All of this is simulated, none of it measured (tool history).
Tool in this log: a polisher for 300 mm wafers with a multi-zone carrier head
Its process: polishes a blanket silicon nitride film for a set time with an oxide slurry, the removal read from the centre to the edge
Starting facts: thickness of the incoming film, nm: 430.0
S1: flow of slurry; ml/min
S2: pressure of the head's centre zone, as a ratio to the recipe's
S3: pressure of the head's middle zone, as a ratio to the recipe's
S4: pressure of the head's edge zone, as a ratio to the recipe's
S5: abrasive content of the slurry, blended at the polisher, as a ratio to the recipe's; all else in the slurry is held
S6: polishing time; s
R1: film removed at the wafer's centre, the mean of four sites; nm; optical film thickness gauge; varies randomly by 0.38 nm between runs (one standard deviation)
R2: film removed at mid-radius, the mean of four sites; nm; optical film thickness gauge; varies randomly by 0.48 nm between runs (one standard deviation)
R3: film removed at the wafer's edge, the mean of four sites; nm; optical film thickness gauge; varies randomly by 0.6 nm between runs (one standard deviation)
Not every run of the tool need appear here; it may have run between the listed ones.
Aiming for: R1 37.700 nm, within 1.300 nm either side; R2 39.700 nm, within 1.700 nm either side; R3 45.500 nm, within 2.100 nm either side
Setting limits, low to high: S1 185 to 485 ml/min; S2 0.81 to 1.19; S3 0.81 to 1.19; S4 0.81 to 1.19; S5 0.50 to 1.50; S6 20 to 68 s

run    day   S1    S2    S3    S4    S5  S6      R1      R2      R3
  1  0.000  310  1.00  1.00  1.00  1.00  44  30.772  31.920  31.526
  2  0.058  310  1.00  1.00  1.00  1.15  44  32.241  32.677  33.894
  3  0.092  310  1.00  1.01  1.03  1.25  45  35.082  34.515  34.969
  4  0.200  310  0.96  0.99  1.02  1.30  47  36.274  36.342  37.568
  5  0.533  295  0.93  0.97  1.03  1.35  48  35.250  37.409  39.180
  6  0.775  295  0.93  0.97  1.03  1.35  57  41.476  42.588  46.734
  7  0.838  290  0.92  0.96  1.03  1.35  57  41.206  43.812  45.584
  8  1.042  290  0.91  0.93  1.05  1.35  57  41.675  41.607  46.939
  9  1.067  280  0.90  0.92  1.05  1.35  57  40.007  40.914  47.400

Which one of the following 4 next-run settings gets every result inside its allowed miss? There is exactly one.
  A  1.092  255  0.81  0.81  1.16  1.50  59   ?   ?   ?
  B  1.092  210  0.90  0.93  1.07  1.45  55   ?   ?   ?
  C  1.092  305  0.90  0.83  1.10  1.15  56   ?   ?   ?
  D  1.092  245  0.90  0.88  1.09  1.30  62   ?   ?   ?

move      R1      R2      R3
   A  38.010  39.685  52.124
   B  37.790  39.838  45.083
   C  37.567  35.877  44.729
   D  42.152  42.345  50.372
A: gets the furthest-off result to its target, but another result is out of tolerance
B: in spec on every target
C: gets the furthest-off result to its target, but another result is out of tolerance
D: the biggest miss grows against the last run
The right move is B.
